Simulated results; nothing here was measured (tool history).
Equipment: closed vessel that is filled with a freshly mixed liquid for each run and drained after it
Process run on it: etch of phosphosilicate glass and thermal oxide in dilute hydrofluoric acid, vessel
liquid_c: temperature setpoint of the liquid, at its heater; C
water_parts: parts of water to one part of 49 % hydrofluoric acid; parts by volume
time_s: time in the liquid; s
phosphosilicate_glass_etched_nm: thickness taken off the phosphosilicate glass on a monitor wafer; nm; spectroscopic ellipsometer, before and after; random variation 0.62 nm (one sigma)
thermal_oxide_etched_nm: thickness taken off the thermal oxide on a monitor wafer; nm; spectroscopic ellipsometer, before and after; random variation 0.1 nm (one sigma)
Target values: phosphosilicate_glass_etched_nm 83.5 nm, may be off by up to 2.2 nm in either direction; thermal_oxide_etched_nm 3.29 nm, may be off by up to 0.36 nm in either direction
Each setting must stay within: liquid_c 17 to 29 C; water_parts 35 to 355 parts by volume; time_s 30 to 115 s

run,day,liquid_c,water_parts,time_s,phosphosilicate_glass_etched_nm,thermal_oxide_etched_nm
1,0,21,195,60,28.984,1.1672
2,0.233,21,265,60,19.748,0.77844
3,0.429,23.5,195,60,31.84,1.1774
4,0.625,26,195,60,34.281,1.3866
5,0.971,27,145,60,52.174,2.0661
6,1.246,27.5,125,60,62.264,2.3997
7,1.392,28,115,60,69.639,2.7077
8,1.625,28.5,110,60,74.928,2.8507
9,1.796,28.5,105,60,79.713,3.2196

Exercise: of the 4 proposed moves below, exactly one satisfies all targets within the stated allowed misses. Which move is it?
A,1.967,27,125,75,?,?
B,1.967,29,105,55,?,?
C,1.967,29,75,40,?,?
D,1.967,28.5,85,50,?,?

move,phosphosilicate_glass_etched_nm,thermal_oxide_etched_nm
A,76.43,2.9349
B,73.877,2.8368
C,78.457,3.0127
D,83.684,3.2134
A: misses by more than the last run did
B: misses by more than the last run did
C: misses by more than the last run did
D: every result lands within tolerance
The right move is D.

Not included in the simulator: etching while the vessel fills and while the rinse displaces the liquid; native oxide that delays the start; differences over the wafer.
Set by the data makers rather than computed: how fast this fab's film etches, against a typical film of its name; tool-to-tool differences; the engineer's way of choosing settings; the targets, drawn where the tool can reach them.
